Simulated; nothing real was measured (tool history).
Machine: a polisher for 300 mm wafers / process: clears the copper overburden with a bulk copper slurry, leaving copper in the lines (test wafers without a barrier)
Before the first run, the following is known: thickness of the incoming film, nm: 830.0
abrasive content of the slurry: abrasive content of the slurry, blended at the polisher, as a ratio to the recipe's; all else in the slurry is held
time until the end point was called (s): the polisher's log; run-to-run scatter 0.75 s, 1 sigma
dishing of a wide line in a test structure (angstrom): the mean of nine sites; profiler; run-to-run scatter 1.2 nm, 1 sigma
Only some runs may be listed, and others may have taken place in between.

run	hour	flow of slurry (ml/min)	pressure of the wafer on the pad (psi)	speed of the pad under the wafer (m/s)	abrasive content of the slurry	overpolish time after the end point (s)	time until the end point was called (s)	dishing of a wide line in a test structure (angstrom)
1	0.0	200	2.1	1.28	1.00	26	113.110	692.45
2	5.3	200	2.1	1.28	0.85	26	112.620	668.12
3	10.9	200	2.1	1.28	0.70	26	117.900	657.66
4	12.9	200	2.2	1.30	0.70	25	110.590	676.99
5	21.8	200	2.5	1.30	0.70	25	101.340	720.48
6	28.9	200	2.7	1.30	0.70	25	95.433	766.17
7	34.6	200	2.8	1.34	0.70	24	89.973	761.88
8	39.4	200	2.9	1.38	0.70	24	84.189	768.34
9	43.4	200	2.9	1.42	0.70	24	83.473	787.62

What does the tool deliver on the next run?
10	46.2	210	3.2	1.62	0.75	20	?	?

{"run 10": {"time until the end point was called (s)": 65.854, "dishing of a wide line in a test structure (angstrom)": 802.73}}
